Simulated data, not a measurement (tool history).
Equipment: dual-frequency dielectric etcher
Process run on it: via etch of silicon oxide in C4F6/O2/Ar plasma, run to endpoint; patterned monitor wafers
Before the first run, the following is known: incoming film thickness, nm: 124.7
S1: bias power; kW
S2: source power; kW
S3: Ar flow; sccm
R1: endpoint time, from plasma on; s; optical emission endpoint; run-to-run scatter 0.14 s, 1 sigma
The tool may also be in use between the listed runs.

run,hour,S1,S2,S3,R1
1,0,0.509,0.45,259,26.592
2,7.1,0.539,0.47,256,25.238
3,8.8,0.564,0.48,255,24.481
4,14.1,0.473,0.48,255,26.955
5,22.6,0.506,0.49,254,25.89
6,28,0.533,0.5,253,24.667
7,35.7,0.552,0.5,253,24.258
8,42,0.569,0.5,253,23.918
9,50.7,0.584,0.5,253,23.522

Predict the results of run 10:
10,59.5,0.597,0.5,253,?

R1: 23.376 s
